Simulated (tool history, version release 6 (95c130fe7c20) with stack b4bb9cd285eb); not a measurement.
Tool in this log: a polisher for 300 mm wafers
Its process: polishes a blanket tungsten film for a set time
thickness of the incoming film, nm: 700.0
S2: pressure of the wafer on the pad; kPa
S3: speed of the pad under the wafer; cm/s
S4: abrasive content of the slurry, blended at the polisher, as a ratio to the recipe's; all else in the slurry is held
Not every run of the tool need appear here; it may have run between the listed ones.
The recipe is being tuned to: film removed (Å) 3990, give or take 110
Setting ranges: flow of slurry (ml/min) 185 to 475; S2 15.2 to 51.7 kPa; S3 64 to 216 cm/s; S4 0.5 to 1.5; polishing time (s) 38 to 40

run 1 hour=0 | flow_of_slurry_(ml/min)=305 S2=33.1 S3=140 S4=1 polishing_time_(s)=38 | film_removed_(Å)=2559.8
run 2 hour=3.8 | flow_of_slurry_(ml/min)=305 S2=33.1 S3=140 S4=0.8 polishing_time_(s)=38 | film_removed_(Å)=2397
run 3 hour=11.9 | flow_of_slurry_(ml/min)=305 S2=38.6 S3=140 S4=0.8 polishing_time_(s)=38 | film_removed_(Å)=2765.9
run 4 hour=17 | flow_of_slurry_(ml/min)=305 S2=42.7 S3=140 S4=0.8 polishing_time_(s)=38 | film_removed_(Å)=3071.1
run 5 hour=23.5 | flow_of_slurry_(ml/min)=305 S2=42.7 S3=128 S4=0.8 polishing_time_(s)=38 | film_removed_(Å)=2821.1
run 6 hour=25.3 | flow_of_slurry_(ml/min)=305 S2=42.7 S3=128 S4=0.8 polishing_time_(s)=40 | film_removed_(Å)=2995.2
run 7 hour=28.7 | flow_of_slurry_(ml/min)=305 S2=45.5 S3=130 S4=0.8 polishing_time_(s)=40 | film_removed_(Å)=3195.1
-- hour=37.4 slurry blender recalibrated
run 8 hour=37.4 | flow_of_slurry_(ml/min)=305 S2=47.6 S3=134 S4=0.8 polishing_time_(s)=40 | film_removed_(Å)=3608.5
run 9 hour=39.3 | flow_of_slurry_(ml/min)=305 S2=49 S3=134 S4=0.8 polishing_time_(s)=40 | film_removed_(Å)=3737.6
run 10 hour=46.3 | flow_of_slurry_(ml/min)=305 S2=49.6 S3=134 S4=0.8 polishing_time_(s)=40 | film_removed_(Å)=3787.3

4 next moves are on the table. One of them brings every result within its allowed miss. Which?
run A hour=53.3 | flow_of_slurry_(ml/min)=390 S2=50.3 S3=142 S4=0.55 polishing_time_(s)=40 | film_removed_(Å)=?
run B hour=53.3 | flow_of_slurry_(ml/min)=285 S2=49 S3=142 S4=0.85 polishing_time_(s)=38 | film_removed_(Å)=?
run C hour=53.3 | flow_of_slurry_(ml/min)=330 S2=51.7 S3=136 S4=0.85 polishing_time_(s)=39 | film_removed_(Å)=?
run D hour=53.3 | flow_of_slurry_(ml/min)=330 S2=51 S3=136 S4=0.7 polishing_time_(s)=39 | film_removed_(Å)=?

move=A film_removed_(Å)=3679.2
move=B film_removed_(Å)=3735.8
move=C film_removed_(Å)=3932.4
move=D film_removed_(Å)=3680.2
A: misses by more than the last run did
B: misses by more than the last run did
C: all results land within tolerance of their targets
D: misses by more than the last run did
So the answer is move C, the one that meets all the targets.
